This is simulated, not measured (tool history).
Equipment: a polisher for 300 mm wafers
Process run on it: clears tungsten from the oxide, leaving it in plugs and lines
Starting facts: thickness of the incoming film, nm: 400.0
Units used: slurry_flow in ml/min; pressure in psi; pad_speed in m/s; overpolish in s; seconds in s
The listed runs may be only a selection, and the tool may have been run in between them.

| run | hour | slurry_flow | pressure | pad_speed | slurry_solids | overpolish | seconds |
|---|---|---|---|---|---|---|---|
| 1 | 0.0 | 320 | 2.4 | 1.42 | 1.0 | 3 | 87.449 |
| 2 | 0.7 | 370 | 2.4 | 1.42 | 1.0 | 3 | 84.823 |
| 3 | 1.8 | 370 | 2.4 | 1.42 | 1.0 | 3 | 83.532 |
| 4 | 7.8 | 365 | 2.0 | 1.38 | 1.0 | 3 | 103.640 |
| 5 | 14.5 | 365 | 2.0 | 1.38 | 1.0 | 3 | 102.480 |
| 6 | 21.4 | 365 | 2.4 | 1.38 | 1.0 | 3 | 89.621 |
| 7 | 23.1 | 365 | 2.1 | 1.34 | 1.0 | 3 | 102.260 |
| 8 | 27.0 | 365 | 1.9 | 1.32 | 1.0 | 3 | 112.580 |

The next listed run, before its measurement:
| 9 | 33.1 | 365 | 1.7 | 1.30 | 1.0 | 3 | ? |

Run 9 came out at seconds 118.780 s.

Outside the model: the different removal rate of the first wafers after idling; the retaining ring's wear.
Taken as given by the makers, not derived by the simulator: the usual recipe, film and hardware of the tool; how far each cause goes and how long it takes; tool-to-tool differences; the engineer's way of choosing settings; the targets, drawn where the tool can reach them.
